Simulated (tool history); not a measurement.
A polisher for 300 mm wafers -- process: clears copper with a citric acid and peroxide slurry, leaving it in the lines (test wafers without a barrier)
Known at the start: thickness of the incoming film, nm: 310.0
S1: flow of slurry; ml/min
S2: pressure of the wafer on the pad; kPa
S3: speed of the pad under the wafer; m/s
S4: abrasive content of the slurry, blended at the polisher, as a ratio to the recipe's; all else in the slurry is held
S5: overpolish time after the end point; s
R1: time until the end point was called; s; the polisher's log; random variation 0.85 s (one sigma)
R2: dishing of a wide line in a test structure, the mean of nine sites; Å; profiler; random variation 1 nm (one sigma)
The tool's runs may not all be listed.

run 1 hour=0.0 | S1=130 S2=20.7 S3=1.14 S4=1.0 S5=19 | R1=109.320 R2=349.57
run 2 hour=5.1 | S1=130 S2=20.7 S3=1.36 S4=1.0 S5=19 | R1=93.815 R2=413.06
run 3 hour=10.8 | S1=130 S2=20.7 S3=1.12 S4=1.0 S5=19 | R1=108.500 R2=349.37
run 4 hour=17.7 | S1=135 S2=23.4 S3=1.14 S4=1.0 S5=19 | R1=94.426 R2=391.99
run 5 hour=24.4 | S1=140 S2=25.5 S3=1.14 S4=1.0 S5=19 | R1=86.231 R2=444.08
run 6 hour=32.9 | S1=120 S2=25.5 S3=1.14 S4=1.0 S5=19 | R1=89.884 R2=412.70
run 7 hour=38.1 | S1=135 S2=26.9 S3=1.14 S4=1.0 S5=19 | R1=84.242 R2=437.76
run 8 hour=38.9 | S1=140 S2=28.3 S3=1.16 S4=1.0 S5=19 | R1=76.174 R2=465.43

Forecast run 9:
run 9 hour=47.3 | S1=145 S2=29.0 S3=1.16 S4=1.0 S5=19 | R1=? R2=?

R1: 75.462 s
R2: 487.54 Å

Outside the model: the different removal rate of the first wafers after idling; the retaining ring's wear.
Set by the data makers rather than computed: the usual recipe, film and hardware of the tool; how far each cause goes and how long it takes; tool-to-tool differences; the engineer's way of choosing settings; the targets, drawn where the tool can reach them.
